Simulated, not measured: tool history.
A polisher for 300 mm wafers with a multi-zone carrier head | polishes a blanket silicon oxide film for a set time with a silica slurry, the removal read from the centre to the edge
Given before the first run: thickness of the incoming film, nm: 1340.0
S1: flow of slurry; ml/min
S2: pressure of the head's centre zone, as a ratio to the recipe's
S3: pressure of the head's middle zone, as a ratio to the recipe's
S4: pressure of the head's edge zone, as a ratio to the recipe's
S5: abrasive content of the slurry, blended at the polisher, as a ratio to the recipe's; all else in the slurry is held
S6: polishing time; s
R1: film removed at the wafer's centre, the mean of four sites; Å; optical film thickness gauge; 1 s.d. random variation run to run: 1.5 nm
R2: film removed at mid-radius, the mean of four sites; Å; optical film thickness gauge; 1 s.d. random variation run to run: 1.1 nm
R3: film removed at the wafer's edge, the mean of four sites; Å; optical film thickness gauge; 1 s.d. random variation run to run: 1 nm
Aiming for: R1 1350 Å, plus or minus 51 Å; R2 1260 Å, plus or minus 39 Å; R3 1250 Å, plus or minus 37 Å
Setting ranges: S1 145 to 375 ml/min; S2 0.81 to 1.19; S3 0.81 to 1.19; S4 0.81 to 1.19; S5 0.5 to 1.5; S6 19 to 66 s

run,hour,S1,S2,S3,S4,S5,S6,R1,R2,R3
1,0,240,1,1,1,1,42,1097.8,1155.1,1118.2
2,0.8,290,1,1,1,1,42,1090.2,1148.2,1125.6
3,2.8,290,1,1,1,1,49,1306.7,1343.5,1331.3
4,8.7,290,1.08,1,1,1,49,1391.3,1347.1,1314.1
5,14.6,290,1.08,0.99,0.99,1,49,1398.6,1341.6,1319.2
6,18.2,290,1.08,0.99,0.99,1.15,49,1457.8,1382,1368.1
7,22.3,290,1.07,0.97,0.96,1.1,49,1410.1,1342.8,1334.4
8,27.6,290,1.07,0.96,0.94,1.1,49,1423.9,1349.2,1324.5

5 next moves are on the table. One of them brings every result within its allowed miss. Which?
A,32.9,200,1.19,1.13,0.81,1.45,45,?,?,?
B,32.9,315,1.05,0.93,0.91,1.1,47,?,?,?
C,32.9,255,1.14,1.02,0.94,0.95,54,?,?,?
D,32.9,280,1.14,0.84,1.06,1.2,47,?,?,?
E,32.9,290,0.94,0.9,0.86,1.1,52,?,?,?

move,R1,R2,R3
A,1534.7,1482.6,1183.7
B,1351.6,1252.7,1233.8
C,1580.1,1458,1353.5
D,1493,1172,1356.5
E,1327.8,1340.9,1324.4
A: the biggest miss grows against the last run
B: hits every target within its allowed miss
C: the biggest miss grows against the last run
D: takes the biggest miss from the last run beyond its target
E: closer than the last run, but not yet in spec
Go with B: it meets all targets.

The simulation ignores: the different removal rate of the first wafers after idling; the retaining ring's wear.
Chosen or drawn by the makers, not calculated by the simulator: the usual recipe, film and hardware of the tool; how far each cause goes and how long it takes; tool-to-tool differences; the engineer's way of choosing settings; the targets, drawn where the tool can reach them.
